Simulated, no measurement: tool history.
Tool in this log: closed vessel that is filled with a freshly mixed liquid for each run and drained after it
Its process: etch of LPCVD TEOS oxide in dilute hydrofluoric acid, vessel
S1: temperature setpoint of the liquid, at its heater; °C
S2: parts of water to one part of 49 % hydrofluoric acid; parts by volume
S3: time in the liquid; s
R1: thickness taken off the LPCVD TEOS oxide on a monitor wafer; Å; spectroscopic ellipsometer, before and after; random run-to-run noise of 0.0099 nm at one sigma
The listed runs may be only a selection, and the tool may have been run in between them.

run,hour,S1,S2,S3,R1
1,0,25,290,35,22.034
2,2.9,23.5,290,35,20.781
3,4.7,23.5,325,35,17.915
4,8.9,23.5,275,35,22.234
5,16.4,23,275,35,21.751
6,22.3,23,200,35,32.304

The next listed run, before its measurement:
7,28.2,21.5,215,35,?

{"run 7": {"R1": 27.986}}
